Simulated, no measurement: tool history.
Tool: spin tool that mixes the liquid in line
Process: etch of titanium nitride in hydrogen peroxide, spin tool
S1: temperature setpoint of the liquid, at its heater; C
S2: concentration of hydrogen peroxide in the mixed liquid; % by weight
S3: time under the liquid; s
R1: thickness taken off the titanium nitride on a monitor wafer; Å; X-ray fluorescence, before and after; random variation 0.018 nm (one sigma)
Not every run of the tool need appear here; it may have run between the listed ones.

run,hour,S1,S2,S3,R1
1,0,54,19.5,65,76.604
2,3,50,19.5,65,57.841
3,7.6,50,19.5,65,57.495
4,15.8,50,17.5,65,56.697
5,21.4,47.5,17.5,65,46.909
6,29.1,45.5,17.5,65,40.731

Run 7, settings as shown, results not yet in. Your forecast:
7,32.1,44,17.5,65,?

R1: 36.15 Å
